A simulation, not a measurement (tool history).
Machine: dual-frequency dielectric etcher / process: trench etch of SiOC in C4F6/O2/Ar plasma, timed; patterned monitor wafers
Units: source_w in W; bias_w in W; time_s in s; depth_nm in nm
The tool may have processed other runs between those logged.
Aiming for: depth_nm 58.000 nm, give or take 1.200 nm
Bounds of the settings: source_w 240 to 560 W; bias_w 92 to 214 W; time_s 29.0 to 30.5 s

run	hour	source_w	bias_w	time_s	depth_nm
1	0.0	400	153	29.0	52.960
2	0.8	430	153	29.0	54.096
3	6.5	430	137	29.0	52.146
4	12.0	460	140	29.0	53.700
5	16.3	490	140	29.0	54.505
6	23.9	500	143	29.0	55.725
7	24.8	510	144	29.0	55.713
8	29.8	520	146	29.0	56.285

5 candidate next runs follow, results not yet known. Just one meets every target within its allowed miss. Identify it.
A	34.8	530	154	29.0	?
B	34.8	500	136	29.0	?
C	34.8	560	143	30.5	?
D	34.8	510	144	29.0	?
E	34.8	520	137	29.5	?

move	depth_nm
A	57.632
B	54.206
C	60.104
D	55.631
E	55.959
A: all results land within tolerance of their targets
B: its largest miss is bigger than the last run's
C: the result that was furthest off in the last run now lies on the other side of its target
D: its largest miss is bigger than the last run's
E: its largest miss is bigger than the last run's
A meets every target.
